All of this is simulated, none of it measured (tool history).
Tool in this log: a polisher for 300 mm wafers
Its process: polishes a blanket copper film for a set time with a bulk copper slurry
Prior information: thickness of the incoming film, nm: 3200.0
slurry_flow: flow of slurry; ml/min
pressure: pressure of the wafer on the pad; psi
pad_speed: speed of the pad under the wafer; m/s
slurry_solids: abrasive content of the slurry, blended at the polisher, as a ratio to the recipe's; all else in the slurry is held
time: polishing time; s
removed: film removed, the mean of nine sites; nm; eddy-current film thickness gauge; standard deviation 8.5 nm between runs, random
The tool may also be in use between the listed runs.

run	hour	slurry_flow	pressure	pad_speed	slurry_solids	time	removed
1	0.0	290	3.5	0.94	1.00	83	907.47
2	5.1	290	3.4	0.94	1.00	83	885.07
3	10.2	290	3.4	1.02	1.00	83	959.54
4	17.7	290	3.2	1.02	1.00	83	920.52
# hour 18.5: worn pad replaced by a new one
5	18.5	290	3.2	1.02	0.85	83	954.48
6	20.6	290	3.0	1.02	0.85	83	865.45
7	23.3	290	2.9	1.02	0.85	83	878.27
8	29.2	290	2.8	1.02	0.85	83	813.60
9	34.1	290	2.7	1.02	0.85	83	799.89
10	34.9	290	2.6	1.02	0.85	83	772.79

What will run 11 give?
11	36.5	290	2.6	1.02	0.85	83	?

{"run 11": {"removed": 781.62}}
